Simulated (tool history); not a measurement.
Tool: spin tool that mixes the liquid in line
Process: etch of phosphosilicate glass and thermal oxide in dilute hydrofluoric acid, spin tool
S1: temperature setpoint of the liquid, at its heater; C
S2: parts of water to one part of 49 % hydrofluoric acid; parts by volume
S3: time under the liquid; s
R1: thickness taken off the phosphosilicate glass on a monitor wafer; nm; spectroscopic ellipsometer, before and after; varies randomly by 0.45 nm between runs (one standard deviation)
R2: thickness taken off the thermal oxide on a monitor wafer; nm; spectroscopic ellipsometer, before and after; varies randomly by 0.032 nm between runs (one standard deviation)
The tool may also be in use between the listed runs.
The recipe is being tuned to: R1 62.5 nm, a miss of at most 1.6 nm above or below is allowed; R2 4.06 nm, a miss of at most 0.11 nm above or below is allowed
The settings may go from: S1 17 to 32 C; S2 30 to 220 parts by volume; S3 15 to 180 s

| run | hour | S1 | S2 | S3 | R1 | R2 |
|---|---|---|---|---|---|---|
| 1 | 0 | 24 | 125 | 90 | 48.919 | 3.1343 |
| 2 | 7.6 | 24 | 125 | 110 | 59.009 | 3.8379 |
| 3 | 16.1 | 24 | 125 | 145 | 79.367 | 5.0803 |
| 4 | 19.1 | 24 | 95 | 145 | 106.06 | 6.8825 |
| 5 | 23.4 | 25.5 | 95 | 145 | 112.97 | 7.3452 |
| 6 | 30.2 | 24 | 100 | 145 | 101.64 | 6.4711 |
| 7 | 38.3 | 23.5 | 105 | 145 | 93.241 | 6.0754 |
| 8 | 40 | 22.5 | 110 | 145 | 84.849 | 5.5967 |
| 9 | 45.1 | 22 | 115 | 145 | 79.586 | 5.1302 |
| 10 | 47.1 | 21 | 115 | 145 | 76.96 | 4.9806 |
| 11 | 54.9 | 17 | 125 | 145 | 58.943 | 3.8396 |

Exactly one of the 4 candidate moves below puts every result within its allowed miss. Which one?
| A | 62.7 | 18 | 115 | 145 | ? | ? |
| B | 62.7 | 17 | 100 | 120 | ? | ? |
| C | 62.7 | 20 | 140 | 165 | ? | ? |
| D | 62.7 | 32 | 220 | 180 | ? | ? |

| move | R1 | R2 |
|---|---|---|
| A | 67.134 | 4.3765 |
| B | 62.24 | 4.0575 |
| C | 66.32 | 4.3234 |
| D | 65.186 | 4.2495 |
A: pushes the last run's worst result past its target
B: meets every target
C: pushes the last run's worst result past its target
D: pushes the last run's worst result past its target
Go with B: it meets all targets.
